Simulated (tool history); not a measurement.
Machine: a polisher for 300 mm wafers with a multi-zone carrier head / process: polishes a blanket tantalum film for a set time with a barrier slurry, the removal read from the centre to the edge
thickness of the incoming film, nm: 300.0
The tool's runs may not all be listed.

run,day,flow of slurry (ml/min),pressure of the head's centre zone,pressure of the head's middle zone,pressure of the head's edge zone,abrasive content of the slurry,polishing time (s),film removed at the wafer's centre (Å),film removed at mid-radius (Å),film removed at the wafer's edge (Å)
1,0,165,1,1,1,1,76,918.45,923.77,949.38
2,0.079,165,1,1.06,1,1,76,921.24,954.22,957.8
3,0.15,165,0.99,1.05,0.98,0.95,75,883.11,920.8,923.06
4,0.179,165,0.99,1.05,0.96,0.9,74,849.69,894.32,862.65
5,0.5,165,0.99,1.05,1.04,0.9,74,851.8,906.14,922.24
6,0.688,165,0.99,1.05,1.04,0.9,64,738.06,754.87,779.62
7,0.979,165,0.99,1.05,1.04,0.9,64,736.57,778.28,789
8,1.242,160,0.99,1.04,1.02,0.9,64,724.14,780.54,756.68
9,1.262,160,0.99,1.02,1.02,0.9,64,729.3,744.2,775.69
10,1.417,155,0.99,1.02,1,0.9,64,736.47,746.79,762.9
11,1.65,120,0.91,0.96,0.9,0.65,63,527.01,555.48,587.76
12,1.804,130,0.91,0.96,0.9,0.65,63,539.8,581.37,594.56
13,2.083,135,0.91,0.96,0.9,0.65,63,544.17,570.78,596.83
14,2.158,145,0.91,0.96,0.9,0.65,63,556.03,583.65,602.7
15,2.317,150,0.91,0.96,0.9,0.65,63,561.02,601.98,613.32
16,2.508,155,0.91,0.96,0.9,0.65,63,568.28,588.78,610.76

Forecast run 17:
17,2.617,160,0.91,0.96,0.9,0.65,63,?,?,?

film removed at the wafer's centre (Å): 567.89
film removed at mid-radius (Å): 605.4
film removed at the wafer's edge (Å): 612.44
